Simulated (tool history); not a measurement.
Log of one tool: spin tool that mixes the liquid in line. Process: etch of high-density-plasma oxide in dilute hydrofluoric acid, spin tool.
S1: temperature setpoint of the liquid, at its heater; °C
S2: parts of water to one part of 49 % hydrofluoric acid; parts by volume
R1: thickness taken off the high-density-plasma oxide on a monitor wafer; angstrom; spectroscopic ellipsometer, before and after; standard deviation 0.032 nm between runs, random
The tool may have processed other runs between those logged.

Run 1, hour 0.0: S1 20.0 °C, S2 120 parts by volume, time under the liquid (s) 85. Result: R1 41.894 angstrom.
Run 2, hour 4.8: S1 20.0 °C, S2 80 parts by volume, time under the liquid (s) 85. Result: R1 65.586 angstrom.
Run 3, hour 9.3: S1 23.0 °C, S2 80 parts by volume, time under the liquid (s) 85. Result: R1 74.161 angstrom.
Run 4, hour 16.3: S1 22.0 °C, S2 90 parts by volume, time under the liquid (s) 85. Result: R1 62.910 angstrom.
Run 5, hour 18.8: S1 21.0 °C, S2 100 parts by volume, time under the liquid (s) 85. Result: R1 53.211 angstrom.
Run 6, hour 20.8: S1 20.5 °C, S2 105 parts by volume, time under the liquid (s) 85. Result: R1 49.521 angstrom.
Run 7, hour 25.9: S1 20.0 °C, S2 110 parts by volume, time under the liquid (s) 85. Result: R1 46.381 angstrom.

Run 8 comes next. What will it give?
Run 8, hour 32.9: S1 19.5 °C, S2 115 parts by volume, time under the liquid (s) 85. Result: R1 ?.

Run 8 gave R1 42.802 angstrom.

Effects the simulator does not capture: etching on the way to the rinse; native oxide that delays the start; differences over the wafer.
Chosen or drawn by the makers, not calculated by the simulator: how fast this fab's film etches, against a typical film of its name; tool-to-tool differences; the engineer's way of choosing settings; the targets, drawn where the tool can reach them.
